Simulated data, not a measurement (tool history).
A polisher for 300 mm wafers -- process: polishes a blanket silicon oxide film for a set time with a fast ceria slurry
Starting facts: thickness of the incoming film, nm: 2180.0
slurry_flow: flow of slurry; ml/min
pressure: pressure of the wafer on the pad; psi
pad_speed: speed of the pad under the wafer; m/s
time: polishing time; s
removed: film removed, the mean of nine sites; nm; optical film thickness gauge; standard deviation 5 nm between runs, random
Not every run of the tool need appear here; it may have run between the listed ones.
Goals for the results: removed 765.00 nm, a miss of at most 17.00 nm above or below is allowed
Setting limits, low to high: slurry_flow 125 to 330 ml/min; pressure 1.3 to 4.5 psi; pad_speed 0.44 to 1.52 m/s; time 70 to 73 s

run  hour  slurry_flow  pressure  pad_speed  time  removed
  1   0.0          210       2.9       0.98    70  1010.50
  2   1.2          205       2.8       0.98    70   976.66
  3   3.7          205       2.8       0.98    73  1003.30
  4   9.2          195       2.7       0.98    73   975.09
  5  15.5          195       2.7       1.18    73  1171.50
  6  19.3          195       2.7       1.18    70  1112.00
  7  27.3          190       2.5       1.18    70  1035.80
  8  28.4          165       1.7       1.18    70   695.98

Which one of the following 5 next-run settings gets every result inside its allowed miss? There is exactly one.
  A  29.5          145       1.7       1.20    73        ?
  B  29.5          225       1.9       1.02    72        ?
  C  29.5          205       1.8       1.14    73        ?
  D  29.5          140       1.8       1.16    73        ?
  E  29.5          160       1.7       1.08    72        ?

move  removed
   A   726.59
   B   728.81
   C   772.58
   D   737.04
   E   658.74
A: nearer the targets than the last run, but a result is still out of spec
B: nearer the targets than the last run, but a result is still out of spec
C: meets every target
D: nearer the targets than the last run, but a result is still out of spec
E: its largest miss is bigger than the last run's
C is the move that brings every result within its allowed miss.
